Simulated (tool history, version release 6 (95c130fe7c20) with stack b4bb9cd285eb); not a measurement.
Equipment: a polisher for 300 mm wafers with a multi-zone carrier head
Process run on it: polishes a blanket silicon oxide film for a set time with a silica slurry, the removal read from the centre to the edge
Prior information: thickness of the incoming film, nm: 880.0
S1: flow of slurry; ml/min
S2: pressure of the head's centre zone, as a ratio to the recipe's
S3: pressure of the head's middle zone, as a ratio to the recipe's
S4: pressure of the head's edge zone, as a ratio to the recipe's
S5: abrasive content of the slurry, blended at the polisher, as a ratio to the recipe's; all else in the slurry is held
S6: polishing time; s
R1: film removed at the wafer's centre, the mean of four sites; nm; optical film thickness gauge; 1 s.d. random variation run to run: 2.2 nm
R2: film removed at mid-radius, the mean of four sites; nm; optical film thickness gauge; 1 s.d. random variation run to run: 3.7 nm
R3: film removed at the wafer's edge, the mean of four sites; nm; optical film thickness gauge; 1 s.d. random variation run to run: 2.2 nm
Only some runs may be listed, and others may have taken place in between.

run 1 hour=0.0 | S1=285 S2=1.00 S3=1.00 S4=1.00 S5=1.00 S6=70 | R1=237.83 R2=235.24 R3=227.08
run 2 hour=4.0 | S1=285 S2=1.00 S3=1.00 S4=1.00 S5=0.85 S6=70 | R1=212.36 R2=213.10 R3=208.66
run 3 hour=10.9 | S1=300 S2=1.05 S3=1.05 S4=1.04 S5=0.95 S6=70 | R1=239.88 R2=234.37 R3=227.89
run 4 hour=14.5 | S1=310 S2=1.08 S3=1.09 S4=1.03 S5=1.05 S6=70 | R1=265.23 R2=254.69 R3=239.94
run 5 hour=16.0 | S1=320 S2=1.09 S3=1.12 S4=1.03 S5=1.10 S6=70 | R1=270.96 R2=264.58 R3=241.55
run 6 hour=17.5 | S1=250 S2=1.09 S3=1.12 S4=1.03 S5=1.10 S6=70 | R1=263.77 R2=260.49 R3=238.60
run 7 hour=20.7 | S1=270 S2=1.11 S3=1.14 S4=1.03 S5=1.15 S6=70 | R1=278.31 R2=268.16 R3=247.15
run 8 hour=24.2 | S1=270 S2=1.11 S3=1.14 S4=1.03 S5=1.15 S6=70 | R1=278.13 R2=274.99 R3=245.47
run 9 hour=30.1 | S1=285 S2=1.12 S3=1.16 S4=1.04 S5=1.20 S6=70 | R1=291.15 R2=284.56 R3=254.63
run 10 hour=32.5 | S1=305 S2=1.13 S3=1.17 S4=1.04 S5=1.20 S6=70 | R1=297.37 R2=291.15 R3=254.09

The next listed run, before its measurement:
run 11 hour=39.7 | S1=315 S2=1.13 S3=1.17 S4=1.05 S5=1.20 S6=70 | R1=? R2=? R3=?

R1: 294.41 nm
R2: 288.44 nm
R3: 255.88 nm
